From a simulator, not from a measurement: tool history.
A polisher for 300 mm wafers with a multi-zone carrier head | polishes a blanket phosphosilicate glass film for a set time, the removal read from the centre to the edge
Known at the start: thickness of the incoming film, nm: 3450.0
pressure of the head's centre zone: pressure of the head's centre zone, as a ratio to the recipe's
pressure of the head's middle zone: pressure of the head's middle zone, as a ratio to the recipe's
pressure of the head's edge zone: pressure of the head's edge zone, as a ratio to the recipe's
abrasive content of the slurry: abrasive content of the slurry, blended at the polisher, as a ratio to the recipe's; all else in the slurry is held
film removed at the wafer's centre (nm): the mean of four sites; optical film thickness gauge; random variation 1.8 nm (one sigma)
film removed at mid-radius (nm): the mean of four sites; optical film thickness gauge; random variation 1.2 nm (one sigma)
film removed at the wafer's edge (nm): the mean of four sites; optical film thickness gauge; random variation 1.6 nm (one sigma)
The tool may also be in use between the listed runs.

run	hour	flow of slurry (ml/min)	pressure of the head's centre zone	pressure of the head's middle zone	pressure of the head's edge zone	abrasive content of the slurry	polishing time (s)	film removed at the wafer's centre (nm)	film removed at mid-radius (nm)	film removed at the wafer's edge (nm)
1	0.0	180	1.00	1.00	1.00	1.00	31	247.70	253.42	250.75
2	2.3	180	1.01	1.01	0.96	0.90	30	228.49	234.14	230.81
3	6.0	180	1.01	1.01	0.96	1.10	30	245.93	252.90	246.83
4	11.6	185	1.04	1.04	0.93	0.95	29	233.94	237.25	224.89
5	17.6	185	1.04	1.04	0.93	0.95	33	265.63	271.11	257.25
6	21.9	190	1.05	1.06	0.91	0.85	31	244.25	252.99	227.96
7	28.9	205	1.04	0.99	0.82	0.60	23	159.03	155.63	144.98
8	30.8	215	1.05	1.00	0.82	0.60	23	165.62	158.11	146.64

Run 9 comes next. What will it give?
9	32.4	225	1.05	1.01	0.82	0.60	23	?	?	?

film removed at the wafer's centre (nm): 161.65
film removed at mid-radius (nm): 161.64
film removed at the wafer's edge (nm): 143.91

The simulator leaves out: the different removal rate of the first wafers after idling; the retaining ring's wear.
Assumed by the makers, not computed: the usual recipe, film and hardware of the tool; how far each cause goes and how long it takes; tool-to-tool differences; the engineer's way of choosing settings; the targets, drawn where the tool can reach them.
